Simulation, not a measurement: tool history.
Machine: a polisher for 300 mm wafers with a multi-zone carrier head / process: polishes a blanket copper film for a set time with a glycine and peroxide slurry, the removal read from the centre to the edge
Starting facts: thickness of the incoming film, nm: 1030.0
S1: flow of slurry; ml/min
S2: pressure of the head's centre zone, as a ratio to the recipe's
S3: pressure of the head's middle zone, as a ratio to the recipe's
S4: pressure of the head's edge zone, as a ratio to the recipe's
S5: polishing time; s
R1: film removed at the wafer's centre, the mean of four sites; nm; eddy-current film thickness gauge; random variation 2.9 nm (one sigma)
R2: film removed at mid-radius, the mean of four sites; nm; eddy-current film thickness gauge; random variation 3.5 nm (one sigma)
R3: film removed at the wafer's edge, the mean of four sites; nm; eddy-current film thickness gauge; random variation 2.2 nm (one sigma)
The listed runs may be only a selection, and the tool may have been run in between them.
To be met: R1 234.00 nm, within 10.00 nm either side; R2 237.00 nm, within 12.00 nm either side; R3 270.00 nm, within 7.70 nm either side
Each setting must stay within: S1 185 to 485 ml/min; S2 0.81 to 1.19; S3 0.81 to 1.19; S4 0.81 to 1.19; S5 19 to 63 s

run,day,S1,S2,S3,S4,S5,R1,R2,R3
1,0.000,310,1.00,1.00,1.00,41,284.64,301.48,298.41
2,0.304,340,1.00,1.00,1.00,41,293.31,306.42,295.17
3,0.338,395,1.00,1.00,1.00,41,299.68,314.67,298.32
4,0.533,385,0.98,0.97,0.99,41,291.43,301.65,297.14
5,0.842,380,0.96,0.95,0.98,41,288.31,302.23,294.93
6,1.104,365,0.95,0.93,0.99,40,273.84,280.88,292.22
7,1.362,360,0.94,0.92,0.98,40,271.60,279.78,286.08
8,1.671,350,0.93,0.91,0.98,40,265.30,272.29,282.77
9,1.762,340,0.92,0.90,0.98,40,265.64,274.78,291.52
10,2.050,335,0.91,0.89,0.97,40,261.74,273.31,287.51

Which single option among these 5 for the next run brings every result within its allowed miss of target? Just one does.
A,2.338,255,0.81,0.94,1.09,39,?,?,?
B,2.338,415,1.14,0.81,0.90,36,?,?,?
C,2.338,280,0.87,0.91,0.98,35,?,?,?
D,2.338,315,0.99,0.82,0.97,38,?,?,?
E,2.338,305,0.92,0.87,1.08,36,?,?,?

move,R1,R2,R3
A,219.31,269.60,288.74
B,301.12,230.63,255.02
C,214.23,238.18,249.48
D,268.57,240.25,272.65
E,235.52,238.19,269.94
A: nearer than the last run, and not there yet
B: brings the result that was furthest off to its target, and leaves another outside
C: brings the result that was furthest off to its target, and leaves another outside
D: brings the result that was furthest off to its target, and leaves another outside
E: meets every target
Go with E: it meets all targets.
